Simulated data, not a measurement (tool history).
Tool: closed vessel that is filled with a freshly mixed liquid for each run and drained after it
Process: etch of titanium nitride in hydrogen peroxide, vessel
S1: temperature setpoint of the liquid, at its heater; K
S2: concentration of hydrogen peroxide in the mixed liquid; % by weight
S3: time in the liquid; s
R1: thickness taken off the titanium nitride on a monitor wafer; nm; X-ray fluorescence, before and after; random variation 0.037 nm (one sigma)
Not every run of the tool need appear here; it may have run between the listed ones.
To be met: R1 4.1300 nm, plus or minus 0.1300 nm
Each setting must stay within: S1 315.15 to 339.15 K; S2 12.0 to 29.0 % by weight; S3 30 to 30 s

{"run": 1, "hour": 0.0, "S1": 331.15, "S2": 19.5, "S3": 30, "R1": 3.0509}
{"run": 2, "hour": 2.9, "S1": 332.65, "S2": 19.5, "S3": 30, "R1": 3.3766}
{"run": 3, "hour": 11.6, "S1": 332.65, "S2": 21.5, "S3": 30, "R1": 3.4273}
{"run": 4, "hour": 14.4, "S1": 333.65, "S2": 21.5, "S3": 30, "R1": 3.6808}
{"run": 5, "hour": 21.1, "S1": 333.65, "S2": 21.5, "S3": 30, "R1": 3.7016}
{"run": 6, "hour": 24.0, "S1": 334.15, "S2": 21.5, "S3": 30, "R1": 3.7776}
{"run": 7, "hour": 30.0, "S1": 334.15, "S2": 21.5, "S3": 30, "R1": 3.8606}
{"run": 8, "hour": 32.5, "S1": 334.65, "S2": 21.5, "S3": 30, "R1": 3.9287}

5 next moves are on the table. One of them brings every result within its allowed miss. Which?
{"run": "A", "hour": 35.0, "S1": 334.65, "S2": 19.5, "S3": 30, "R1": "?"}
{"run": "B", "hour": 35.0, "S1": 335.65, "S2": 20.5, "S3": 30, "R1": "?"}
{"run": "C", "hour": 35.0, "S1": 334.65, "S2": 16.5, "S3": 30, "R1": "?"}
{"run": "D", "hour": 35.0, "S1": 334.65, "S2": 20.0, "S3": 30, "R1": "?"}
{"run": "E", "hour": 35.0, "S1": 334.15, "S2": 23.0, "S3": 30, "R1": "?"}

move=A R1=3.8698
move=B R1=4.1832
move=C R1=3.7347
move=D R1=3.8909
move=E R1=3.8768
A: misses by more than the last run did
B: all results land within tolerance of their targets
C: misses by more than the last run did
D: misses by more than the last run did
E: misses by more than the last run did
B meets every target.
